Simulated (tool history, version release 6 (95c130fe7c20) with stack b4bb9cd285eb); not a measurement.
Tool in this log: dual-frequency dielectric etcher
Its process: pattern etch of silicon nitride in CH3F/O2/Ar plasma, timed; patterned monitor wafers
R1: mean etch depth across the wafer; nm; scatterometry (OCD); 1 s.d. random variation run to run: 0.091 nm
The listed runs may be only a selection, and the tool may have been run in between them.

Run 1, hour 0.0: source power (kW) 0.480, bias power (kW) 0.097, etch time (s) 39.5. Result: R1 33.634 nm.
Run 2, hour 3.0: source power (kW) 0.530, bias power (kW) 0.097, etch time (s) 39.5. Result: R1 34.945 nm.
Run 3, hour 10.8: source power (kW) 0.530, bias power (kW) 0.112, etch time (s) 39.5. Result: R1 36.325 nm.
Run 4, hour 17.8: source power (kW) 0.530, bias power (kW) 0.097, etch time (s) 39.5. Result: R1 34.791 nm.
Run 5, hour 26.7: source power (kW) 0.530, bias power (kW) 0.097, etch time (s) 39.5. Result: R1 34.611 nm.
Run 6, hour 33.4: source power (kW) 0.600, bias power (kW) 0.097, etch time (s) 39.5. Result: R1 36.275 nm.
Run 7, hour 36.7: source power (kW) 0.500, bias power (kW) 0.078, etch time (s) 38.0. Result: R1 30.754 nm.
Run 8, hour 42.1: source power (kW) 0.500, bias power (kW) 0.078, etch time (s) 38.0. Result: R1 30.504 nm.
Run 9, hour 43.1: source power (kW) 0.470, bias power (kW) 0.076, etch time (s) 38.0. Result: R1 29.912 nm.

Estimate the outcome of run 10 from the log above:
Run 10, hour 51.6: source power (kW) 0.440, bias power (kW) 0.074, etch time (s) 38.0. Result: R1 ?.

Run 10 came out at R1 28.865 nm.
